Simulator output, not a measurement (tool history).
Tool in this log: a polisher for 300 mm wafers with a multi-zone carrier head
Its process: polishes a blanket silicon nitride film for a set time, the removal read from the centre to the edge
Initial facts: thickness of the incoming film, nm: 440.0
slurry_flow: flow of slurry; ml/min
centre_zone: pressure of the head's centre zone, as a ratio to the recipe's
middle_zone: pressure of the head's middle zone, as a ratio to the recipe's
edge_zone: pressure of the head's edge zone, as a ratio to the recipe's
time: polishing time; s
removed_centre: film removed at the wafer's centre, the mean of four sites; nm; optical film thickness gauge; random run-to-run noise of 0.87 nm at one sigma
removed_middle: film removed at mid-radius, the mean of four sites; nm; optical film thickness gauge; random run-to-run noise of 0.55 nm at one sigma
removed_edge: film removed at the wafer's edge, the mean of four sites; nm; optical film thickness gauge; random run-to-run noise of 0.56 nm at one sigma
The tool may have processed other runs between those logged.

| run | hour | slurry_flow | centre_zone | middle_zone | edge_zone | time | removed_centre | removed_middle | removed_edge |
|---|---|---|---|---|---|---|---|---|---|
| 1 | 0 | 145 | 1 | 1 | 1 | 61 | 79.986 | 86.423 | 84.657 |
| 2 | 5.3 | 145 | 1.01 | 0.99 | 0.98 | 58 | 79.893 | 83.21 | 78.975 |
| 3 | 9.6 | 145 | 1.01 | 0.99 | 1.06 | 58 | 80.057 | 79.955 | 81.666 |
| 4 | 12.6 | 145 | 1.01 | 0.95 | 1.06 | 58 | 79.631 | 79.544 | 83.442 |
| 5 | 17.9 | 145 | 1.09 | 0.95 | 1.06 | 58 | 83.81 | 79.036 | 84.158 |
| 6 | 20.3 | 145 | 1.09 | 0.95 | 1.06 | 67 | 95.305 | 91.609 | 95.544 |
| 7 | 24.9 | 140 | 1.09 | 0.95 | 1.04 | 63 | 94.249 | 84.219 | 90.582 |
| 8 | 25.7 | 140 | 1.08 | 0.96 | 1.03 | 59 | 84.025 | 79.729 | 82.495 |
| 9 | 30 | 135 | 1.07 | 0.96 | 1.02 | 57 | 78.681 | 76.777 | 79.008 |
| 10 | 32.2 | 130 | 1.08 | 0.96 | 1 | 55 | 77.486 | 73.758 | 76.605 |
| 11 | 39.6 | 130 | 1.08 | 0.96 | 1 | 55 | 77.381 | 74.691 | 75.91 |
| 12 | 42.7 | 130 | 1.08 | 0.96 | 0.99 | 53 | 74.813 | 70.321 | 72.146 |
| 13 | 49.2 | 125 | 1.07 | 0.96 | 0.97 | 52 | 71.235 | 69.985 | 69.301 |
| 14 | 50.8 | 125 | 1.07 | 0.96 | 0.97 | 52 | 71.824 | 69.215 | 70.051 |
| 15 | 58.9 | 125 | 1.07 | 0.96 | 0.95 | 51 | 68.166 | 67.875 | 68.582 |
| 16 | 61 | 125 | 1.07 | 0.96 | 0.95 | 51 | 71.508 | 66.645 | 67.904 |
| 17 | 67.5 | 125 | 1.06 | 0.96 | 0.94 | 50 | 69.219 | 66.172 | 66.495 |
| 18 | 70.3 | 125 | 1.05 | 0.96 | 0.93 | 49 | 66.809 | 65.199 | 63.649 |
| 19 | 75.5 | 120 | 1.04 | 0.95 | 0.92 | 49 | 67.001 | 63.774 | 64.176 |
| 20 | 83.6 | 120 | 1.03 | 0.95 | 0.91 | 48 | 63.386 | 62.376 | 61.621 |
|  | 85.4 | slurry nozzle cleaned |
| 21 | 85.4 | 120 | 1.03 | 0.95 | 0.9 | 48 | 67.883 | 64.562 | 63.739 |
| 22 | 89.1 | 105 | 1.01 | 0.97 | 0.89 | 40 | 53.498 | 54.223 | 52.455 |

For run 23, what comes out?
| 23 | 97.3 | 110 | 1.01 | 0.97 | 0.89 | 40 | ? | ? | ? |

Run 23 came out at removed_centre 54.051 nm, removed_middle 55.499 nm, removed_edge 52.777 nm.
